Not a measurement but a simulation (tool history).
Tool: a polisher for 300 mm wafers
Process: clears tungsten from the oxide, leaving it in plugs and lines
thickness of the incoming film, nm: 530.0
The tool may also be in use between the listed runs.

run	hour	flow of slurry (ml/min)	pressure of the wafer on the pad (psi)	speed of the pad under the wafer (m/s)	abrasive content of the slurry	overpolish time after the end point (s)	time until the end point was called (s)
1	0	185	2.9	1.02	1	23	150.25
2	7.8	185	2.9	1.02	0.85	23	155.37
3	9.9	185	2.9	1.02	0.85	23	151.13
4	12.2	140	2.9	1.02	0.85	23	158.02
5	15.8	140	2.9	0.76	0.85	23	211.58
6	21.6	140	2.9	0.54	0.85	23	299.22
7	28.7	140	3.2	0.64	0.85	23	236.14
8	30.2	140	3.4	0.72	0.85	23	197.68

Forecast run 9:
9	36.8	150	4.2	1	0.9	23	?

Run 9 gave time until the end point was called (s) 119.57.
